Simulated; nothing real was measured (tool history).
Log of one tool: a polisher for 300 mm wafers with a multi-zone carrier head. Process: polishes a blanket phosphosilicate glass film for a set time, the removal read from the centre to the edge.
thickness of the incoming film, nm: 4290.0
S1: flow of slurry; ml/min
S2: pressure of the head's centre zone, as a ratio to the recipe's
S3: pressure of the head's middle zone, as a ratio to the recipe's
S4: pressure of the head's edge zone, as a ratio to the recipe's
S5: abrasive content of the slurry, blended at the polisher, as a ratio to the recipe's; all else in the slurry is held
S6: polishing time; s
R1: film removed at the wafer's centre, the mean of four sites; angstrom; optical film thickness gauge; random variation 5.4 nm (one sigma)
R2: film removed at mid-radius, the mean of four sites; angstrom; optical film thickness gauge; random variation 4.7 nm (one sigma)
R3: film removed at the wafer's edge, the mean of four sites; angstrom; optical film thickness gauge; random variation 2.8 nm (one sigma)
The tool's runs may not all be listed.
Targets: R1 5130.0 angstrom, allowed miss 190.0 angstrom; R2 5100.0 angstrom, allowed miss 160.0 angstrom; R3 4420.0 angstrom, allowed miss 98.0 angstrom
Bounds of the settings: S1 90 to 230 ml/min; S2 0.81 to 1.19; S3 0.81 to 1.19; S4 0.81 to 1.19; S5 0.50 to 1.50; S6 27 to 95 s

run	hour	S1	S2	S3	S4	S5	S6	R1	R2	R3
1	0.0	150	1.00	1.00	1.00	1.00	61	3237.6	3190.1	3194.2
2	7.5	155	1.01	1.02	1.01	1.05	61	3391.8	3326.4	3261.0
3	16.1	155	1.01	0.95	1.01	1.05	61	3374.2	3076.3	3261.5
4	16.8	155	1.01	0.89	1.01	1.05	61	3386.3	2899.1	3258.1
5	19.6	160	1.02	0.92	1.02	1.10	61	3425.1	3065.1	3379.4
6	27.7	160	1.02	0.92	1.02	1.00	61	3358.9	2963.1	3275.8
7	34.2	165	1.04	0.94	1.02	1.05	61	3493.6	3084.0	3301.9
8	36.2	205	1.13	1.04	1.12	1.30	68	4551.1	4138.6	4245.9
9	42.1	205	1.13	1.05	1.11	1.30	68	4675.3	4203.8	4208.3
10	46.6	205	1.13	1.06	1.11	1.30	68	4666.3	4208.4	4206.5
11	51.4	205	1.13	1.07	1.11	1.30	68	4658.7	4308.0	4243.4
12	52.1	205	1.13	1.08	1.11	1.30	68	4643.2	4338.3	4220.6
13	59.7	205	1.13	1.09	1.11	1.30	68	4655.5	4394.6	4227.9
14	60.6	230	1.17	1.19	1.10	1.35	68	4910.6	4788.1	4285.5
15	63.4	230	1.17	1.19	1.09	1.35	68	5003.9	4764.6	4330.0
16	71.9	230	1.16	1.19	1.08	1.35	68	4895.8	4757.8	4229.1

Which of these 5 next moves meets every target?
A	80.4	230	1.13	1.19	1.03	1.40	71	?	?	?
B	80.4	220	1.07	1.08	1.19	1.50	65	?	?	?
C	80.4	230	1.08	1.19	0.94	1.25	73	?	?	?
D	80.4	205	1.06	1.19	1.03	1.40	72	?	?	?
E	80.4	220	1.12	1.10	1.19	1.30	68	?	?	?

move	R1	R2	R3
A	5037.8	5017.0	4384.7
B	4455.9	4291.4	4399.6
C	4799.6	4977.7	4162.4
D	4742.2	5009.0	4393.9
E	4642.7	4359.8	4399.9
A: meets every target
B: further off than the last run
C: brings the result that was furthest off to its target, and leaves another outside
D: brings the result that was furthest off to its target, and leaves another outside
E: further off than the last run
Answer: A
